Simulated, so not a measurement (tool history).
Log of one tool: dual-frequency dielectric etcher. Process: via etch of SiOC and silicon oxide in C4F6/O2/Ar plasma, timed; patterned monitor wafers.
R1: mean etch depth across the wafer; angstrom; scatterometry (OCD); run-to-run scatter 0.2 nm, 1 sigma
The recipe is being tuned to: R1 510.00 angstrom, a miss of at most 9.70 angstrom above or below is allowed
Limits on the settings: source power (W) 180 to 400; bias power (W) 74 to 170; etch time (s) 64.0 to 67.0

run 1 day=0.000 | source_power_(W)=290 bias_power_(W)=122 etch_time_(s)=64.0 | R1=570.71
run 2 day=0.246 | source_power_(W)=290 bias_power_(W)=135 etch_time_(s)=64.0 | R1=585.96
run 3 day=0.500 | source_power_(W)=290 bias_power_(W)=149 etch_time_(s)=64.0 | R1=603.61
run 4 day=0.738 | source_power_(W)=290 bias_power_(W)=164 etch_time_(s)=64.0 | R1=620.05
run 5 day=0.917 | source_power_(W)=250 bias_power_(W)=156 etch_time_(s)=64.0 | R1=582.25
run 6 day=0.996 | source_power_(W)=250 bias_power_(W)=156 etch_time_(s)=64.0 | R1=581.21
run 7 day=1.225 | source_power_(W)=230 bias_power_(W)=149 etch_time_(s)=64.0 | R1=561.75
run 8 day=1.504 | source_power_(W)=230 bias_power_(W)=149 etch_time_(s)=64.0 | R1=564.01
run 9 day=1.642 | source_power_(W)=210 bias_power_(W)=141 etch_time_(s)=64.0 | R1=536.86

Below are 5 possible settings for the next run. Only one of them brings all results inside the allowed miss of their targets. Which is it?
run A day=1.779 | source_power_(W)=190 bias_power_(W)=126 etch_time_(s)=64.0 | R1=?
run B day=1.779 | source_power_(W)=200 bias_power_(W)=124 etch_time_(s)=66.0 | R1=?
run C day=1.779 | source_power_(W)=180 bias_power_(W)=147 etch_time_(s)=65.5 | R1=?
run D day=1.779 | source_power_(W)=220 bias_power_(W)=119 etch_time_(s)=65.5 | R1=?
run E day=1.779 | source_power_(W)=230 bias_power_(W)=142 etch_time_(s)=65.0 | R1=?

move=A R1=504.10
move=B R1=525.38
move=C R1=529.40
move=D R1=530.58
move=E R1=558.51
A: all results in spec
B: gains on the last run, yet a result remains outside its allowed miss
C: gains on the last run, yet a result remains outside its allowed miss
D: gains on the last run, yet a result remains outside its allowed miss
E: the biggest miss grows against the last run
The move that meets every target is A.

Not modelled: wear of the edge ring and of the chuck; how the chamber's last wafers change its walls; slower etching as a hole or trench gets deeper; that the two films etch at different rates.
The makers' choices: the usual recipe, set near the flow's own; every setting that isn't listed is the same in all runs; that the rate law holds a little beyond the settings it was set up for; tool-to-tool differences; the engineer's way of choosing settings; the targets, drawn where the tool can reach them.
